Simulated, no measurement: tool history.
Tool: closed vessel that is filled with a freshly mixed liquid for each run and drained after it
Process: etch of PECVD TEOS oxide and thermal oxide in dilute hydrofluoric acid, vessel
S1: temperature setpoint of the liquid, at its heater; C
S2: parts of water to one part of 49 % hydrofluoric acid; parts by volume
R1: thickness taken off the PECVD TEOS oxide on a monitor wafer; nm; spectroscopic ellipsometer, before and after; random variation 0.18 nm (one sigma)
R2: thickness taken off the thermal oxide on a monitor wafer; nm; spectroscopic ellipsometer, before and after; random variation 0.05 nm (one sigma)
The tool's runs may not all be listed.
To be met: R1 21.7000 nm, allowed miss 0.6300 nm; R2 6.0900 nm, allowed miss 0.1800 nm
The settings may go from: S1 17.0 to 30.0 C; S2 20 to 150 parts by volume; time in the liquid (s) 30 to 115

Run 1, hour 0.0: S1 22.0 C, S2 85 parts by volume, time in the liquid (s) 60. Result: R1 10.6580 nm, R2 2.9946 nm.
Run 2, hour 1.2: S1 20.5 C, S2 85 parts by volume, time in the liquid (s) 60. Result: R1 10.0670 nm, R2 2.8272 nm.
Run 3, hour 9.3: S1 20.5 C, S2 105 parts by volume, time in the liquid (s) 60. Result: R1 7.8636 nm, R2 2.2299 nm.
Run 4, hour 13.4: S1 23.0 C, S2 90 parts by volume, time in the liquid (s) 60. Result: R1 10.4380 nm, R2 2.9871 nm.
Run 5, hour 17.3: S1 20.5 C, S2 90 parts by volume, time in the liquid (s) 60. Result: R1 9.5276 nm, R2 2.6379 nm.
Run 6, hour 20.9: S1 22.0 C, S2 80 parts by volume, time in the liquid (s) 60. Result: R1 11.4650 nm, R2 3.1956 nm.
Run 7, hour 29.8: S1 24.0 C, S2 75 parts by volume, time in the liquid (s) 60. Result: R1 13.3370 nm, R2 3.7058 nm.
Run 8, hour 32.6: S1 25.5 C, S2 70 parts by volume, time in the liquid (s) 60. Result: R1 15.2420 nm, R2 4.2970 nm.
Run 9, hour 37.6: S1 26.5 C, S2 65 parts by volume, time in the liquid (s) 60. Result: R1 17.1070 nm, R2 4.8971 nm.
Run 10, hour 41.1: S1 27.0 C, S2 65 parts by volume, time in the liquid (s) 60. Result: R1 17.4240 nm, R2 4.9387 nm.
Run 11, hour 43.2: S1 27.5 C, S2 65 parts by volume, time in the liquid (s) 60. Result: R1 17.7310 nm, R2 5.0489 nm.
Run 12, hour 50.2: S1 28.0 C, S2 65 parts by volume, time in the liquid (s) 60. Result: R1 18.0890 nm, R2 5.0872 nm.
Run 13, hour 57.7: S1 28.5 C, S2 65 parts by volume, time in the liquid (s) 60. Result: R1 18.6440 nm, R2 5.1947 nm.
Run 14, hour 60.7: S1 29.0 C, S2 65 parts by volume, time in the liquid (s) 60. Result: R1 18.7100 nm, R2 5.3055 nm.
Run 15, hour 62.0: S1 29.5 C, S2 60 parts by volume, time in the liquid (s) 60. Result: R1 21.1110 nm, R2 5.8527 nm.

4 next moves are on the table. One of them brings every result within its allowed miss. Which?
Run A, hour 63.3: S1 29.5 C, S2 70 parts by volume, time in the liquid (s) 80. Result: R1 ?, R2 ?.
Run B, hour 63.3: S1 30.0 C, S2 45 parts by volume, time in the liquid (s) 45. Result: R1 ?, R2 ?.
Run C, hour 63.3: S1 22.0 C, S2 50 parts by volume, time in the liquid (s) 65. Result: R1 ?, R2 ?.
Run D, hour 63.3: S1 28.5 C, S2 60 parts by volume, time in the liquid (s) 60. Result: R1 ?, R2 ?.

move       R1      R2
   A  23.8390  6.6617
   B  22.0880  6.1725
   C  20.6060  5.7584
   D  20.3570  5.6887
A: takes the result that was furthest off past its target
B: meets every target
C: further off than the last run
D: further off than the last run
The right move is B.
